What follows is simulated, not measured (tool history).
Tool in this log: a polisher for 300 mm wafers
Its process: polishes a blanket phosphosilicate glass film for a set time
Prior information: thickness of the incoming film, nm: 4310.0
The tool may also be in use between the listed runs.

run	hour	flow of slurry (ml/min)	pressure of the wafer on the pad (kPa)	speed of the pad under the wafer (cm/s)	abrasive content of the slurry	polishing time (s)	film removed (angstrom)
1	0	265	28.3	88	1	66	6644.7
2	1.2	265	28.3	98	1	66	7375.2
3	2.9	225	28.3	98	1	66	7107.3
4	10.5	220	26.2	98	1	66	6647.1
5	13.8	215	24.8	98	1	66	6244.5
6	21	215	24.8	98	1	66	6295.7
7	22.7	215	24.8	98	1	66	6178.1

Run 8 comes next. What will it give?
# hour 24.9: worn pad replaced by a new one
8	24.9	210	24.1	98	1	66	?

{"run 8": {"film removed (angstrom)": 6556.5}}
